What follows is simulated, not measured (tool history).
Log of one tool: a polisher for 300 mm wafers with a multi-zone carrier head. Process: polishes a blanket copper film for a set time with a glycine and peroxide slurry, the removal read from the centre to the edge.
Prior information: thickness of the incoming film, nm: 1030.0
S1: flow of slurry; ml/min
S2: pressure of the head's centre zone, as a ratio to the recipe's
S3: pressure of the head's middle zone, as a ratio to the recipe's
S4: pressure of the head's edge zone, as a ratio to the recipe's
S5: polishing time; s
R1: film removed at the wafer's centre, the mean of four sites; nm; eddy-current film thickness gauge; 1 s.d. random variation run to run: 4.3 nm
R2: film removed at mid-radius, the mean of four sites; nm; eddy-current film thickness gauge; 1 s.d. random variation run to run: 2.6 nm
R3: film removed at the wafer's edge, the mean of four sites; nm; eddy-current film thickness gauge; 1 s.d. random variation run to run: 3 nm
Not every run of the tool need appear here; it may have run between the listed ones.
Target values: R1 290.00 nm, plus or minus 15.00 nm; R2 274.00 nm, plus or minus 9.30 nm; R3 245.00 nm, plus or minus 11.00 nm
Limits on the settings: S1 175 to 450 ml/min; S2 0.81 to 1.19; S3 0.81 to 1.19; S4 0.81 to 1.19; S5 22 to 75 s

Run 1, hour 0.0: S1 290 ml/min, S2 1.00, S3 1.00, S4 1.00, S5 48 s. Result: R1 183.95 nm, R2 178.46 nm, R3 181.52 nm.
Run 2, hour 0.7: S1 355 ml/min, S2 1.00, S3 1.00, S4 1.00, S5 48 s. Result: R1 194.83 nm, R2 186.71 nm, R3 182.59 nm.
Run 3, hour 8.8: S1 400 ml/min, S2 1.00, S3 1.00, S4 1.00, S5 48 s. Result: R1 192.76 nm, R2 187.24 nm, R3 187.00 nm.
Run 4, hour 15.2: S1 400 ml/min, S2 1.02, S3 1.02, S4 1.00, S5 50 s. Result: R1 203.59 nm, R2 198.24 nm, R3 193.35 nm.
Run 5, hour 22.7: S1 400 ml/min, S2 1.02, S3 1.02, S4 1.07, S5 50 s. Result: R1 209.77 nm, R2 193.43 nm, R3 197.86 nm.
Run 6, hour 25.0: S1 400 ml/min, S2 1.02, S3 0.96, S4 1.07, S5 50 s. Result: R1 209.79 nm, R2 185.47 nm, R3 204.13 nm.
Run 7, hour 33.6: S1 400 ml/min, S2 1.03, S3 0.98, S4 1.06, S5 52 s. Result: R1 213.59 nm, R2 201.10 nm, R3 210.68 nm.
Run 8, hour 36.5: S1 405 ml/min, S2 1.05, S3 1.00, S4 1.07, S5 53 s. Result: R1 218.90 nm, R2 205.19 nm, R3 212.60 nm.
Run 9, hour 37.3: S1 420 ml/min, S2 1.15, S3 1.10, S4 0.97, S5 66 s. Result: R1 299.97 nm, R2 276.64 nm, R3 250.20 nm.

Which single option among these 5 for the next run brings every result within its allowed miss of target? Just one does.
Run A, hour 38.1: S1 450 ml/min, S2 1.12, S3 1.16, S4 0.87, S5 67 s. Result: R1 ?, R2 ?, R3 ?.
Run B, hour 38.1: S1 415 ml/min, S2 1.19, S3 1.15, S4 0.88, S5 62 s. Result: R1 ?, R2 ?, R3 ?.
Run C, hour 38.1: S1 410 ml/min, S2 1.19, S3 1.07, S4 0.96, S5 66 s. Result: R1 ?, R2 ?, R3 ?.
Run D, hour 38.1: S1 360 ml/min, S2 1.19, S3 1.13, S4 0.93, S5 68 s. Result: R1 ?, R2 ?, R3 ?.
Run E, hour 38.1: S1 445 ml/min, S2 1.13, S3 1.13, S4 0.99, S5 64 s. Result: R1 ?, R2 ?, R3 ?.

move      R1      R2      R3
   A  299.84  296.64  247.95
   B  292.90  270.81  229.65
   C  311.31  270.72  254.61
   D  317.22  289.23  256.15
   E  288.66  276.76  251.49
A: corrects the largest miss of the last run, while another result sits out of spec
B: corrects the largest miss of the last run, while another result sits out of spec
C: the biggest miss grows against the last run
D: the biggest miss grows against the last run
E: hits every target within its allowed miss
E is the move that brings every result within its allowed miss.

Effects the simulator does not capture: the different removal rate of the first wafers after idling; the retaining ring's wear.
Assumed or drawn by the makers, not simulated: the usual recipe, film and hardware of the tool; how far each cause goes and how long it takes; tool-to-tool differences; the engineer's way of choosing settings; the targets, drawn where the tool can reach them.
